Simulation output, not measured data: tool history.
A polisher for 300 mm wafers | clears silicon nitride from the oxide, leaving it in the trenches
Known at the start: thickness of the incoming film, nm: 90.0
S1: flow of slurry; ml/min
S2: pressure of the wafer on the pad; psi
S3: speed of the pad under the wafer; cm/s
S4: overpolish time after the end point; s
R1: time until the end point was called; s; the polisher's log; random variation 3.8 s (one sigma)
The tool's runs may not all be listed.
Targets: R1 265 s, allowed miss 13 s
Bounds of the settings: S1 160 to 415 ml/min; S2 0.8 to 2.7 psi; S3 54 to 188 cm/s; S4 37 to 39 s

run    day   S1   S2   S3  S4      R1
  1      0  265  1.7  120  37  156.64
  2  0.079  265  1.6  120  37  170.11
  3  0.154  220  1.6  120  37  168.76
  4  0.346  220  1.6  120  37  170.98
  5  0.588  185  1.6  120  37  174.42
  6  0.938  185  1.6   98  37  200.01
  7  1.088  185  1.5   98  37  214.86
  8  1.158  185  1.4   98  37  225.71

Which of these 5 next moves meets every target?
  A  1.229  165  1.8  104  37   ?
  B  1.229  160  1.5   76  37   ?
  C  1.229  175  1.5  108  37   ?
  D  1.229  160  1.2  122  37   ?
  E  1.229  185  1.3   98  39   ?

move      R1
   A  174.41
   B  259.87
   C   198.3
   D  221.62
   E  240.92
A: further off than the last run
B: meets every target
C: further off than the last run
D: further off than the last run
E: nearer than the last run, and not there yet
Answer: B
